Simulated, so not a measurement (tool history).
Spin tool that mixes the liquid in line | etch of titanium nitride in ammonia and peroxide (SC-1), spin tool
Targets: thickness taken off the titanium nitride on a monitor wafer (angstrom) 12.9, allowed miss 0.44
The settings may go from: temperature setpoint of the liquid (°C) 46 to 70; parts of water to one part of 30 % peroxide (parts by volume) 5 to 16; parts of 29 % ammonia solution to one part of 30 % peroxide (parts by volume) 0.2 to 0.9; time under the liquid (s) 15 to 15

run,hour,temperature setpoint of the liquid (°C),parts of water to one part of 30 % peroxide (parts by volume),parts of 29 % ammonia solution to one part of 30 % peroxide (parts by volume),time under the liquid (s),thickness taken off the titanium nitride on a monitor wafer (angstrom)
1,0,62,9,0.5,15,24.325
2,9,68.5,9,0.5,15,36.694
3,11.3,65,9,0.5,15,29.457
4,14.5,65,9,0.7,15,31.095
5,21.7,62,9,0.7,15,25.688
6,23.9,59.5,9,0.7,15,22.204
7,29.7,57.5,9,0.7,15,19.31
8,30.6,56,9,0.7,15,17.393
9,32.8,50.5,9,0.7,15,12.068

Which of these 4 next moves meets every target?
A,35,50,9,0.65,15,?
B,35,52,9,0.6,15,?
C,35,50.5,10,0.7,15,?
D,35,52,8,0.85,15,?

move,thickness taken off the titanium nitride on a monitor wafer (angstrom)
A,11.349
B,12.864
C,11.272
D,14.413
A: further off than the last run
B: meets every target
C: further off than the last run
D: takes the result that was furthest off past its target
Move B is the one to make.
